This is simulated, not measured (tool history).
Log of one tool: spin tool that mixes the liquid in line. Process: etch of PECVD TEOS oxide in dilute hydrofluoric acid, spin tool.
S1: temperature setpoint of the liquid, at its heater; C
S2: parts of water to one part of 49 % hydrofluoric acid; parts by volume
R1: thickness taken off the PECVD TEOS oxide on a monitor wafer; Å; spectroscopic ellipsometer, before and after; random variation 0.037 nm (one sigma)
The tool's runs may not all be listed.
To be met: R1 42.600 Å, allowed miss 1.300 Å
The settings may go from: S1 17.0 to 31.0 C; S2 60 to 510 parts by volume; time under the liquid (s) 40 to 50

Run 1, hour 0.0: S1 23.0 C, S2 285 parts by volume, time under the liquid (s) 50. Result: R1 34.649 Å.
Run 2, hour 6.5: S1 24.5 C, S2 285 parts by volume, time under the liquid (s) 50. Result: R1 36.811 Å.
Run 3, hour 12.4: S1 25.5 C, S2 285 parts by volume, time under the liquid (s) 50. Result: R1 38.344 Å.
Run 4, hour 13.8: S1 26.0 C, S2 285 parts by volume, time under the liquid (s) 50. Result: R1 38.860 Å.
Run 5, hour 17.1: S1 26.0 C, S2 335 parts by volume, time under the liquid (s) 50. Result: R1 31.178 Å.
Run 6, hour 22.4: S1 26.0 C, S2 425 parts by volume, time under the liquid (s) 50. Result: R1 22.423 Å.
Run 7, hour 26.5: S1 30.0 C, S2 315 parts by volume, time under the liquid (s) 50. Result: R1 39.229 Å.
Run 8, hour 31.4: S1 30.5 C, S2 310 parts by volume, time under the liquid (s) 50. Result: R1 40.370 Å.

5 next moves are on the table. One of them brings every result within its allowed miss. Which?
Run A, hour 36.3: S1 30.5 C, S2 285 parts by volume, time under the liquid (s) 45. Result: R1 ?.
Run B, hour 36.3: S1 30.5 C, S2 320 parts by volume, time under the liquid (s) 50. Result: R1 ?.
Run C, hour 36.3: S1 30.0 C, S2 290 parts by volume, time under the liquid (s) 45. Result: R1 ?.
Run D, hour 36.3: S1 30.5 C, S2 295 parts by volume, time under the liquid (s) 50. Result: R1 ?.
Run E, hour 36.3: S1 31.0 C, S2 320 parts by volume, time under the liquid (s) 50. Result: R1 ?.

move      R1
   A  39.932
   B  38.015
   C  38.398
   D  42.387
   E  38.618
A: further off than the last run
B: further off than the last run
C: further off than the last run
D: meets every target
E: further off than the last run
Answer: D
